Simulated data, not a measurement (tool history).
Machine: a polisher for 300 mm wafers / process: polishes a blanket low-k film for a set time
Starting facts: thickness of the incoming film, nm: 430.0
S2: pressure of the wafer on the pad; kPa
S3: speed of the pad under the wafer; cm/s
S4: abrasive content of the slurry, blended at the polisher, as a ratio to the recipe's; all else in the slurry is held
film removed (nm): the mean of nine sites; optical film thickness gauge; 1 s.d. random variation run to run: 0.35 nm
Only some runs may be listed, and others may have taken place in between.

Run 1, day 0: flow of slurry (ml/min) 260, S2 12.4 kPa, S3 118 cm/s, S4 1, polishing time (s) 73. Result: film removed (nm) 26.807.
Run 2, day 0.025: flow of slurry (ml/min) 260, S2 12.4 kPa, S3 118 cm/s, S4 1, polishing time (s) 73. Result: film removed (nm) 26.763.
Run 3, day 0.292: flow of slurry (ml/min) 260, S2 11 kPa, S3 118 cm/s, S4 1, polishing time (s) 73. Result: film removed (nm) 23.791.
Run 4, day 0.567: flow of slurry (ml/min) 260, S2 11.7 kPa, S3 118 cm/s, S4 1, polishing time (s) 73. Result: film removed (nm) 25.299.
Run 5, day 0.746: flow of slurry (ml/min) 260, S2 12.4 kPa, S3 118 cm/s, S4 1, polishing time (s) 73. Result: film removed (nm) 26.383.
Run 6, day 0.958: flow of slurry (ml/min) 260, S2 12.4 kPa, S3 118 cm/s, S4 1.15, polishing time (s) 73. Result: film removed (nm) 28.238.

For run 7, what comes out?
Run 7, day 1.104: flow of slurry (ml/min) 260, S2 13.1 kPa, S3 118 cm/s, S4 1.15, polishing time (s) 73. Result: film removed (nm) ?.

film removed (nm): 28.883
